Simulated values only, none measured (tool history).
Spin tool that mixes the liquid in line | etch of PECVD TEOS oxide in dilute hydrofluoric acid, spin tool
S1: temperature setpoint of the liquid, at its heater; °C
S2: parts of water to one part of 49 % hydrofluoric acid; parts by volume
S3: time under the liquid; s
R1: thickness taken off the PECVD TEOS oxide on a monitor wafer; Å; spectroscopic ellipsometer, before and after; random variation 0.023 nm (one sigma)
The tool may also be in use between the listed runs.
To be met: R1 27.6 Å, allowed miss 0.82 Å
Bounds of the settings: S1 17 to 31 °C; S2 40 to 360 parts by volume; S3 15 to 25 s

{"run": 1, "day": 0.0, "S1": 23, "S2": 200, "S3": 25, "R1": 12.135}
{"run": 2, "day": 0.038, "S1": 25.5, "S2": 170, "S3": 25, "R1": 16.283}
{"run": 3, "day": 0.242, "S1": 27, "S2": 155, "S3": 25, "R1": 18.709}
{"run": 4, "day": 0.283, "S1": 29, "S2": 155, "S3": 25, "R1": 20.38}
{"run": 5, "day": 0.538, "S1": 29, "S2": 180, "S3": 25, "R1": 17.218}
{"run": 6, "day": 0.65, "S1": 29.5, "S2": 160, "S3": 25, "R1": 20.268}
{"run": 7, "day": 0.733, "S1": 30, "S2": 150, "S3": 25, "R1": 22.098}
{"run": 8, "day": 0.808, "S1": 30.5, "S2": 140, "S3": 25, "R1": 24.587}
{"run": 9, "day": 1.067, "S1": 30.5, "S2": 135, "S3": 25, "R1": 25.455}
{"run": 10, "day": 1.104, "S1": 30.5, "S2": 130, "S3": 25, "R1": 26.502}

5 next moves are on the table. One of them brings every result within its allowed miss. Which?
{"run": "A", "day": 1.142, "S1": 31, "S2": 140, "S3": 25, "R1": "?"}
{"run": "B", "day": 1.142, "S1": 31, "S2": 120, "S3": 25, "R1": "?"}
{"run": "C", "day": 1.142, "S1": 31, "S2": 135, "S3": 25, "R1": "?"}
{"run": "D", "day": 1.142, "S1": 28.5, "S2": 125, "S3": 25, "R1": "?"}
{"run": "E", "day": 1.142, "S1": 31, "S2": 130, "S3": 25, "R1": "?"}

move=A R1=25.223
move=B R1=30.25
move=C R1=26.336
move=D R1=26.304
move=E R1=27.538
A: further off than the last run
B: takes the result that was furthest off past its target
C: further off than the last run
D: further off than the last run
E: meets every target
The right move is E.
